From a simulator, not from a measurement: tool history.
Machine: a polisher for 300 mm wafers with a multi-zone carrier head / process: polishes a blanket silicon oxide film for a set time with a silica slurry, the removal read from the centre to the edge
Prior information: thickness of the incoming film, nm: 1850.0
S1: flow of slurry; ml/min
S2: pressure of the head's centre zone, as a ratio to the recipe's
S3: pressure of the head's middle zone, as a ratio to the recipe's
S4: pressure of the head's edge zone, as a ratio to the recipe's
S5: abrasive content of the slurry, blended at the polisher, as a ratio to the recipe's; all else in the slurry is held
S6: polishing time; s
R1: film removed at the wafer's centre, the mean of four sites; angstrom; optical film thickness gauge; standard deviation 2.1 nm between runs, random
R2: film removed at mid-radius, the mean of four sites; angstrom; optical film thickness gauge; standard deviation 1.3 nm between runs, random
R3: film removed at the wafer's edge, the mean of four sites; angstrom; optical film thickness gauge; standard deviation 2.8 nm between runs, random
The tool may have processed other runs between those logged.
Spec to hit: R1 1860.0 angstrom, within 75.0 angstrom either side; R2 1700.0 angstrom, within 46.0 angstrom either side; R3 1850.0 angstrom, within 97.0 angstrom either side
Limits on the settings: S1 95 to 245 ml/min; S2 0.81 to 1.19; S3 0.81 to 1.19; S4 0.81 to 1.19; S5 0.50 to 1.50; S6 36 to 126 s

run,hour,S1,S2,S3,S4,S5,S6,R1,R2,R3
1,0.0,155,1.00,1.00,1.00,1.00,81,2329.3,2308.5,2357.9
2,7.0,155,1.05,1.00,1.00,1.00,81,2461.7,2301.6,2297.4
3,14.5,155,1.05,1.04,1.00,1.00,81,2363.9,2345.5,2289.4
4,17.8,150,1.04,1.02,1.00,0.95,81,2240.7,2247.3,2185.3
5,26.5,150,1.04,1.02,1.00,0.95,96,2658.5,2632.2,2563.3
6,31.6,165,1.04,1.02,1.00,0.95,96,2763.4,2727.2,2654.3
7,32.4,155,1.03,1.00,1.00,0.90,96,2606.3,2562.2,2537.3
8,39.3,150,1.03,0.98,1.00,0.85,96,2414.8,2373.2,2414.0
9,48.0,145,1.03,0.96,0.99,0.80,96,2331.9,2215.0,2271.9
10,56.2,140,1.02,0.95,0.98,0.80,96,2302.5,2163.0,2191.5
11,58.9,135,1.01,0.94,0.98,0.80,96,2199.7,2146.5,2201.1
12,60.9,130,1.01,0.92,0.97,0.80,96,2225.4,2087.9,2201.0
13,67.3,125,1.00,0.91,0.96,0.80,96,2149.0,2026.6,2164.8
# hour 68.8: slurry nozzle cleaned
14,68.8,120,1.00,0.90,0.95,0.80,96,2208.9,2104.9,2230.7
15,69.6,125,1.00,0.90,0.96,0.75,96,2148.8,1989.1,2124.5
16,75.9,120,1.00,0.89,0.96,0.75,96,2163.8,1936.6,2169.9

Consider the 5 candidate settings below. Which is the only one whose results all fall within their allowed miss of target?
A,82.2,95,0.91,0.89,0.99,0.65,99,?,?,?
B,82.2,100,0.91,0.84,0.93,0.70,108,?,?,?
C,82.2,125,0.99,0.88,0.94,0.90,72,?,?,?
D,82.2,95,1.11,0.84,0.94,0.70,103,?,?,?
E,82.2,130,0.95,1.07,0.87,0.75,96,?,?,?

move,R1,R2,R3
A,1603.8,1620.9,1802.9
B,1930.4,1857.6,2116.4
C,1845.3,1692.1,1835.4
D,2189.8,1749.4,2009.5
E,2042.7,2289.8,2046.6
A: the result that was furthest off in the last run now lies on the other side of its target
B: nearer the targets than the last run, but a result is still out of spec
C: in spec on every target
D: nearer the targets than the last run, but a result is still out of spec
E: further off than the last run
The move that meets every target is C.
